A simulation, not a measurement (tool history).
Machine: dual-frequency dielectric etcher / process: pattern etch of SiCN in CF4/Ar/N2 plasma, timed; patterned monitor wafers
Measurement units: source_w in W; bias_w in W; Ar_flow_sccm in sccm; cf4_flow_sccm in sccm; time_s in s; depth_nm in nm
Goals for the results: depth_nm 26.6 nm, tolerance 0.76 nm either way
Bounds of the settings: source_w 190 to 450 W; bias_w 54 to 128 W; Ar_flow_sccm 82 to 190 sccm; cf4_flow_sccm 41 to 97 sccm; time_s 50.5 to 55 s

Run 1, hour 0: source_w 320 W, bias_w 91 W, Ar_flow_sccm 136 sccm, cf4_flow_sccm 69 sccm, time_s 55 s. Result: depth_nm 37.648 nm.
Run 2, hour 5.9: source_w 320 W, bias_w 91 W, Ar_flow_sccm 152 sccm, cf4_flow_sccm 69 sccm, time_s 55 s. Result: depth_nm 36.53 nm.
Run 3, hour 7.3: source_w 320 W, bias_w 91 W, Ar_flow_sccm 152 sccm, cf4_flow_sccm 64 sccm, time_s 55 s. Result: depth_nm 36.142 nm.
Run 4, hour 13.6: source_w 320 W, bias_w 91 W, Ar_flow_sccm 152 sccm, cf4_flow_sccm 70 sccm, time_s 55 s. Result: depth_nm 36.722 nm.
At hour 22.1: CF4 flow controller replaced.
Run 5, hour 22.1: source_w 290 W, bias_w 90 W, Ar_flow_sccm 153 sccm, cf4_flow_sccm 70 sccm, time_s 55 s. Result: depth_nm 32.714 nm.
Run 6, hour 25.3: source_w 270 W, bias_w 89 W, Ar_flow_sccm 153 sccm, cf4_flow_sccm 70 sccm, time_s 55 s. Result: depth_nm 30.774 nm.
Run 7, hour 30.2: source_w 260 W, bias_w 89 W, Ar_flow_sccm 153 sccm, cf4_flow_sccm 70 sccm, time_s 55 s. Result: depth_nm 30.55 nm.
Run 8, hour 36.3: source_w 250 W, bias_w 88 W, Ar_flow_sccm 153 sccm, cf4_flow_sccm 70 sccm, time_s 55 s. Result: depth_nm 29.193 nm.
Run 9, hour 40.5: source_w 240 W, bias_w 88 W, Ar_flow_sccm 153 sccm, cf4_flow_sccm 70 sccm, time_s 55 s. Result: depth_nm 27.877 nm.

Which one of the following 4 next-run settings gets every result inside its allowed miss? There is exactly one.
Run A, hour 44.7: source_w 240 W, bias_w 89 W, Ar_flow_sccm 148 sccm, cf4_flow_sccm 74 sccm, time_s 55 s. Result: depth_nm ?.
Run B, hour 44.7: source_w 270 W, bias_w 94 W, Ar_flow_sccm 157 sccm, cf4_flow_sccm 74 sccm, time_s 50.5 s. Result: depth_nm ?.
Run C, hour 44.7: source_w 250 W, bias_w 86 W, Ar_flow_sccm 158 sccm, cf4_flow_sccm 66 sccm, time_s 51.5 s. Result: depth_nm ?.
Run D, hour 44.7: source_w 260 W, bias_w 81 W, Ar_flow_sccm 138 sccm, cf4_flow_sccm 75 sccm, time_s 53 s. Result: depth_nm ?.

move  depth_nm
   A    28.169
   B    28.897
   C    26.034
   D    28.339
A: moves away from the targets compared with the last run
B: moves away from the targets compared with the last run
C: all results in spec
D: moves away from the targets compared with the last run
C meets every target.
